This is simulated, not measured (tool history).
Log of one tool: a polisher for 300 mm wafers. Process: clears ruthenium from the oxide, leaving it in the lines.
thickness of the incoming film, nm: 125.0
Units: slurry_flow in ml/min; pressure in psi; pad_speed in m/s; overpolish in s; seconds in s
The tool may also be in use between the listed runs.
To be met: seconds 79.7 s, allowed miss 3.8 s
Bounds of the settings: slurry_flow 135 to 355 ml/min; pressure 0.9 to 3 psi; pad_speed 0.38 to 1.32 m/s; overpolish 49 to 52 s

run	day	slurry_flow	pressure	pad_speed	overpolish	seconds
1	0	225	1.9	0.84	49	132.03
2	0.308	225	2.2	0.84	49	115.25
3	0.442	225	2.2	0.84	52	115.65
4	0.55	225	2.4	0.84	52	102.85
5	0.721	225	2.5	0.84	52	103.07
6	0.775	225	2.1	0.84	52	120.86
7	1.104	225	2.3	0.84	52	111.07
8	1.221	225	2.5	0.84	52	103.47
9	1.421	225	2.6	0.86	52	94.35
10	1.546	225	2.9	0.86	52	86.109

Which of these 4 next moves meets every target?
A	1.671	210	2.6	0.84	49	?
B	1.671	215	2.9	0.76	52	?
C	1.671	230	2.8	0.98	49	?
D	1.671	275	2.9	0.72	52	?

move	seconds
A	97.627
B	93.999
C	80.1
D	95.075
A: further off than the last run
B: further off than the last run
C: meets every target
D: further off than the last run
Answer: C
